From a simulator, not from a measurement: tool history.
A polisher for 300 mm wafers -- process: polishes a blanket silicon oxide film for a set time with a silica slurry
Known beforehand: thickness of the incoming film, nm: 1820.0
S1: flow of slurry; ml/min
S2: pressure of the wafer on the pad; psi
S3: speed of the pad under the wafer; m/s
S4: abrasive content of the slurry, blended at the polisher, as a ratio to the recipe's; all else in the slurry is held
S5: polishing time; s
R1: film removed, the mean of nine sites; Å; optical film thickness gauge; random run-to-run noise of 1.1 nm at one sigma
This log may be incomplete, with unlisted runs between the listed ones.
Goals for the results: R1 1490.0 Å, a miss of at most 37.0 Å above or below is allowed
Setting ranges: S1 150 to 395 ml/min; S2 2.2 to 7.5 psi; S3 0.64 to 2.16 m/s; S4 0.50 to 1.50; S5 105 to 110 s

{"run": 1, "day": 0.0, "S1": 250, "S2": 4.8, "S3": 1.4, "S4": 1.0, "S5": 105, "R1": 4162.0}
{"run": 2, "day": 0.067, "S1": 245, "S2": 4.2, "S3": 1.22, "S4": 1.0, "S5": 105, "R1": 3221.5}
{"run": 3, "day": 0.379, "S1": 305, "S2": 4.2, "S3": 1.22, "S4": 1.0, "S5": 105, "R1": 3331.8}
{"run": 4, "day": 0.454, "S1": 295, "S2": 3.7, "S3": 1.08, "S4": 1.0, "S5": 105, "R1": 2725.7}
{"run": 5, "day": 0.554, "S1": 295, "S2": 3.7, "S3": 1.08, "S4": 1.15, "S5": 105, "R1": 2887.0}
{"run": 6, "day": 0.733, "S1": 295, "S2": 3.7, "S3": 1.2, "S4": 1.15, "S5": 105, "R1": 3143.9}
{"run": 7, "day": 1.071, "S1": 285, "S2": 3.3, "S3": 1.06, "S4": 1.15, "S5": 105, "R1": 2556.1}
{"run": 8, "day": 1.208, "S1": 265, "S2": 3.0, "S3": 0.98, "S4": 1.15, "S5": 105, "R1": 2168.8}
{"run": 9, "day": 1.383, "S1": 245, "S2": 2.8, "S3": 0.96, "S4": 1.15, "S5": 105, "R1": 1998.9}
{"run": 10, "day": 1.75, "S1": 225, "S2": 2.7, "S3": 0.94, "S4": 1.15, "S5": 105, "R1": 1897.4}
{"run": 11, "day": 2.125, "S1": 210, "S2": 2.6, "S3": 0.92, "S4": 1.15, "S5": 105, "R1": 1780.6}
{"run": 12, "day": 2.471, "S1": 200, "S2": 2.5, "S3": 0.92, "S4": 1.15, "S5": 105, "R1": 1724.9}
{"run": 13, "day": 2.662, "S1": 190, "S2": 2.4, "S3": 0.9, "S4": 1.15, "S5": 105, "R1": 1601.0}
{"run": 14, "day": 2.708, "S1": 180, "S2": 2.4, "S3": 0.9, "S4": 1.15, "S5": 105, "R1": 1594.6}
{"run": 15, "day": 2.938, "S1": 175, "S2": 2.4, "S3": 0.9, "S4": 1.15, "S5": 105, "R1": 1588.7}
{"run": 16, "day": 3.138, "S1": 170, "S2": 2.4, "S3": 0.9, "S4": 1.15, "S5": 105, "R1": 1552.7}
{"run": 17, "day": 3.221, "S1": 165, "S2": 2.4, "S3": 0.9, "S4": 1.15, "S5": 105, "R1": 1561.3}

4 next moves are on the table. One of them brings every result within its allowed miss. Which?
{"run": "A", "day": 3.304, "S1": 165, "S2": 2.9, "S3": 0.8, "S4": 0.85, "S5": 109, "R1": "?"}
{"run": "B", "day": 3.304, "S1": 180, "S2": 2.2, "S3": 1.08, "S4": 1.1, "S5": 105, "R1": "?"}
{"run": "C", "day": 3.304, "S1": 150, "S2": 2.4, "S3": 0.88, "S4": 1.1, "S5": 105, "R1": "?"}
{"run": "D", "day": 3.304, "S1": 240, "S2": 2.4, "S3": 0.8, "S4": 1.35, "S5": 105, "R1": "?"}

move=A R1=1575.5
move=B R1=1639.9
move=C R1=1501.4
move=D R1=1633.6
A: further off than the last run
B: further off than the last run
C: every result within its allowed miss
D: further off than the last run
C is the move that brings every result within its allowed miss.
